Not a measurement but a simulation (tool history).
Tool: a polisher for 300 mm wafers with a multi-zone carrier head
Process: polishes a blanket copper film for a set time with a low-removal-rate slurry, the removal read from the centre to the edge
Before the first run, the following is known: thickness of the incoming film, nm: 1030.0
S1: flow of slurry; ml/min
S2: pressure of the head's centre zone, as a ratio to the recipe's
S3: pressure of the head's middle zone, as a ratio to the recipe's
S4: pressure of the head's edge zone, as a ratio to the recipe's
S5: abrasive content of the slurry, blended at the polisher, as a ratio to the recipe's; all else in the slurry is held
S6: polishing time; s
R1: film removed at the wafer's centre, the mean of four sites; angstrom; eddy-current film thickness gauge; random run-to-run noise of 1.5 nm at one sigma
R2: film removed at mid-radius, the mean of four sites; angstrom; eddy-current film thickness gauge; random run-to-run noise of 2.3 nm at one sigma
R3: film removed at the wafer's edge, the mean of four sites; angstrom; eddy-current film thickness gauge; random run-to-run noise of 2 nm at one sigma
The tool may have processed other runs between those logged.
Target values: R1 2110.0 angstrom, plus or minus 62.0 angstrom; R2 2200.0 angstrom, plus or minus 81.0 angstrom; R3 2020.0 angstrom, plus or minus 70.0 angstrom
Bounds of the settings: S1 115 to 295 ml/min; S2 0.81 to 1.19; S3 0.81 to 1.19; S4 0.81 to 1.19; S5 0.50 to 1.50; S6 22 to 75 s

run	hour	S1	S2	S3	S4	S5	S6	R1	R2	R3
1	0.0	190	1.00	1.00	1.00	1.00	48	1666.2	1677.5	1728.4
2	5.5	190	1.05	1.00	1.00	1.00	48	1734.2	1635.4	1712.7
3	12.6	200	1.06	1.03	1.01	1.05	48	1791.9	1743.1	1747.4
4	15.4	210	1.07	1.05	1.03	1.10	48	1881.1	1780.5	1776.5
5	16.6	215	1.06	1.07	1.05	1.15	48	1863.6	1840.2	1823.4
# hour 18.5: slurry nozzle cleaned
6	18.5	220	1.06	1.09	1.06	1.20	48	1986.7	2020.0	1891.2
7	23.7	225	1.06	1.10	1.07	1.20	48	2026.0	2033.8	1947.5
8	29.3	230	1.06	1.11	1.07	1.20	48	2008.6	2013.7	1928.9
9	37.5	235	1.06	1.12	1.07	1.20	48	2004.3	2104.0	1955.6
10	39.9	240	1.06	1.12	1.07	1.20	48	1998.1	2068.7	1978.7
11	46.7	240	1.07	1.13	1.07	1.20	48	2045.6	2071.7	1941.3
12	50.3	245	1.07	1.14	1.07	1.20	48	2047.7	2109.4	1934.4
13	54.6	250	1.07	1.14	1.08	1.20	48	2024.1	2113.9	1986.7
14	57.0	250	1.07	1.15	1.08	1.20	48	2063.2	2123.4	1958.5

Exactly one of the 5 candidate moves below puts every result within its allowed miss. Which one?
A	59.4	265	1.04	1.07	1.08	1.35	47	?	?	?
B	59.4	290	1.07	1.12	1.18	1.50	44	?	?	?
C	59.4	240	1.08	1.19	0.99	1.15	48	?	?	?
D	59.4	225	1.06	1.15	1.04	1.15	51	?	?	?
E	59.4	265	1.04	1.19	1.04	1.25	47	?	?	?

move	R1	R2	R3
A	2002.8	2009.5	2001.9
B	1996.4	2020.7	2005.1
C	2027.8	2146.6	1886.5
D	2095.9	2197.7	2033.7
E	1970.6	2164.6	1934.7
A: misses by more than the last run did
B: misses by more than the last run did
C: the furthest-off result lands on target, but another misses its tolerance
D: each result inside its tolerance
E: the furthest-off result lands on target, but another misses its tolerance
Correct choice: D, which meets every target

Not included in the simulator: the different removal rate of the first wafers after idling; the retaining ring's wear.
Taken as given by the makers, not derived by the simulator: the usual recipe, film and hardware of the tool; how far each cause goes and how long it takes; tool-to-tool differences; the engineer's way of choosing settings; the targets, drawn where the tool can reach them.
